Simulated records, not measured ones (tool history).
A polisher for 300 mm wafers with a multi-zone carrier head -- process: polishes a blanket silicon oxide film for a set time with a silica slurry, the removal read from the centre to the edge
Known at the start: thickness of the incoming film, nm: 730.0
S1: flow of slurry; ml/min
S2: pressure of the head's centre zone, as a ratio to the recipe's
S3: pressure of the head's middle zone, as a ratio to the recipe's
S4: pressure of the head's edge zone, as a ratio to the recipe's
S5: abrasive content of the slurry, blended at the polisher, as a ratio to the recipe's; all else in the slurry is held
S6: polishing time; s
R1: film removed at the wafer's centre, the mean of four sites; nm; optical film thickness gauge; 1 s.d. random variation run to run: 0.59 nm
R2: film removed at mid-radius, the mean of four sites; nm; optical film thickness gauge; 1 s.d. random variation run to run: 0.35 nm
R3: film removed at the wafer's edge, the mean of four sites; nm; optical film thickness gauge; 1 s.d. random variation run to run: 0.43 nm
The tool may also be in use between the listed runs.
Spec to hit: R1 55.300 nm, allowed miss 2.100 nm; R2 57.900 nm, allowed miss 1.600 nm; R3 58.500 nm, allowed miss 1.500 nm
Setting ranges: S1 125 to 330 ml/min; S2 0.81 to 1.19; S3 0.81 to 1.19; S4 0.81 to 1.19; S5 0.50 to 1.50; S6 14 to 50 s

Run 1, day 0.000: S1 210 ml/min, S2 1.00, S3 1.00, S4 1.00, S5 1.00, S6 32 s. Result: R1 95.579 nm, R2 95.153 nm, R3 99.508 nm.
Run 2, day 0.142: S1 205 ml/min, S2 0.98, S3 0.99, S4 0.96, S5 0.85, S6 30 s. Result: R1 79.370 nm, R2 79.464 nm, R3 83.028 nm.
Run 3, day 0.283: S1 200 ml/min, S2 0.96, S3 0.99, S4 0.93, S5 0.75, S6 30 s. Result: R1 72.222 nm, R2 74.480 nm, R3 75.888 nm.
Run 4, day 0.354: S1 195 ml/min, S2 0.95, S3 0.98, S4 0.90, S5 0.70, S6 30 s. Result: R1 68.792 nm, R2 69.719 nm, R3 71.184 nm.
Run 5, day 0.646: S1 185 ml/min, S2 0.93, S3 0.97, S4 0.88, S5 0.65, S6 30 s. Result: R1 64.021 nm, R2 66.568 nm, R3 67.486 nm.
Run 6, day 1.012: S1 185 ml/min, S2 0.93, S3 0.97, S4 0.92, S5 0.65, S6 30 s. Result: R1 64.265 nm, R2 66.256 nm, R3 68.405 nm.
Run 7, day 1.300: S1 175 ml/min, S2 0.92, S3 0.96, S4 0.89, S5 0.65, S6 30 s. Result: R1 61.808 nm, R2 66.012 nm, R3 66.832 nm.
Run 8, day 1.608: S1 170 ml/min, S2 0.92, S3 0.95, S4 0.87, S5 0.65, S6 30 s. Result: R1 61.360 nm, R2 64.228 nm, R3 66.123 nm.
Run 9, day 1.888: S1 170 ml/min, S2 0.92, S3 0.95, S4 0.86, S5 0.60, S6 30 s. Result: R1 58.666 nm, R2 61.009 nm, R3 62.336 nm.
Run 10, day 2.079: S1 160 ml/min, S2 0.92, S3 0.95, S4 0.85, S5 0.60, S6 30 s. Result: R1 57.875 nm, R2 59.728 nm, R3 61.757 nm.
Run 11, day 2.146: S1 155 ml/min, S2 0.92, S3 0.96, S4 0.84, S5 0.60, S6 30 s. Result: R1 57.193 nm, R2 60.350 nm, R3 61.303 nm.
Run 12, day 2.317: S1 140 ml/min, S2 0.92, S3 0.95, S4 0.81, S5 0.55, S6 30 s. Result: R1 53.651 nm, R2 54.882 nm, R3 55.243 nm.
Run 13, day 2.400: S1 150 ml/min, S2 0.92, S3 0.95, S4 0.81, S5 0.55, S6 30 s. Result: R1 52.957 nm, R2 55.895 nm, R3 56.250 nm.
Run 14, day 2.662: S1 185 ml/min, S2 0.95, S3 0.95, S4 0.83, S5 0.55, S6 30 s. Result: R1 58.245 nm, R2 58.310 nm, R3 58.801 nm.

Next run, 5 choices. One meets every target within its allowed miss, the rest don't. Which?
Run A, day 2.925: S1 195 ml/min, S2 0.90, S3 0.93, S4 0.82, S5 0.55, S6 30 s. Result: R1 ?, R2 ?, R3 ?.
Run B, day 2.925: S1 160 ml/min, S2 0.96, S3 0.88, S4 0.81, S5 0.50, S6 34 s. Result: R1 ?, R2 ?, R3 ?.
Run C, day 2.925: S1 145 ml/min, S2 1.03, S3 0.91, S4 0.82, S5 0.65, S6 28 s. Result: R1 ?, R2 ?, R3 ?.
Run D, day 2.925: S1 200 ml/min, S2 0.97, S3 0.96, S4 0.81, S5 0.55, S6 30 s. Result: R1 ?, R2 ?, R3 ?.
Run E, day 2.925: S1 195 ml/min, S2 0.95, S3 0.90, S4 0.81, S5 0.80, S6 24 s. Result: R1 ?, R2 ?, R3 ?.

move      R1      R2      R3
   A  53.904  57.335  58.531
   B  58.477  55.890  60.015
   C  60.824  55.781  58.892
   D  58.396  59.086  58.363
   E  57.906  56.752  59.258
A: every result within its allowed miss
B: moves away from the targets compared with the last run
C: moves away from the targets compared with the last run
D: moves away from the targets compared with the last run
E: nearer the targets than the last run, but a result is still out of spec
Move A is the one to make.
